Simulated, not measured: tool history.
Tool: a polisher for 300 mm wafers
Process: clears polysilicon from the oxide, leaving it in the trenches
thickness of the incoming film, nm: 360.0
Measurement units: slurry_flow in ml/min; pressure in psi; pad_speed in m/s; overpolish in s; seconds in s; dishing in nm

run  hour  slurry_flow  pressure  pad_speed  overpolish  seconds  dishing
  1   0.0          185       3.3       1.28          25   17.434   92.736
  2   3.2          185       2.5       1.28          25   23.221   95.225
  3   4.1          210       2.5       1.28          25   23.105   90.120
  4   7.7          200       2.5       1.28          25   22.851   91.346
  5   9.1          200       2.5       1.28          15   23.157   84.268
  6  15.4          200       2.1       1.28          15   26.969   83.253
  7  16.0          195       2.2       1.28          19   26.120   90.202
  8  22.0          195       2.3       1.28          21   24.769   88.636
  9  24.5          190       2.3       1.28          23   24.854   91.172
 10  26.5          190       2.3       1.28          24   24.801   91.908
 11  28.3          190       2.3       1.28          25   25.044   93.607

Expected results for the next run?
     30.1  -- head pressure recalibrated
 12  30.1          190       2.3       1.28          26        ?        ?

Run 12 gave seconds 22.238 s, dishing 94.527 nm.
